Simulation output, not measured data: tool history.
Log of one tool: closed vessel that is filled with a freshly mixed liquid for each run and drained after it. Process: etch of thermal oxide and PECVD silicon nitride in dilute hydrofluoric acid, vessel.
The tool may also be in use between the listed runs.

run  hour  temperature setpoint of the liquid (K)  parts of water to one part of 49 % hydrofluoric acid (parts by volume)  time in the liquid (s)  thickness taken off the thermal oxide on a monitor wafer (angstrom)  thickness taken off the PECVD silicon nitride on a monitor wafer (angstrom)
  1   0.0                                  295.15                                                                     105                     415                                                              157.150                                                                      112.200
  2   1.8                                  295.15                                                                     100                     410                                                              164.720                                                                      116.190
  3   9.2                                  295.15                                                                     100                     310                                                              123.260                                                                       86.832
  4  12.5                                  295.15                                                                     100                     195                                                               78.728                                                                       54.694
  5  16.0                                  298.15                                                                     100                     195                                                               88.313                                                                       65.886
  6  24.4                                  298.15                                                                     100                     335                                                              149.990                                                                      114.090
  7  33.4                                  298.15                                                                      95                     330                                                              157.510                                                                      119.380

What will run 8 give?
  8  35.6                                  298.15                                                                      90                     325                                                                    ?                                                                            ?

thickness taken off the thermal oxide on a monitor wafer (angstrom): 166.150
thickness taken off the PECVD silicon nitride on a monitor wafer (angstrom): 122.970

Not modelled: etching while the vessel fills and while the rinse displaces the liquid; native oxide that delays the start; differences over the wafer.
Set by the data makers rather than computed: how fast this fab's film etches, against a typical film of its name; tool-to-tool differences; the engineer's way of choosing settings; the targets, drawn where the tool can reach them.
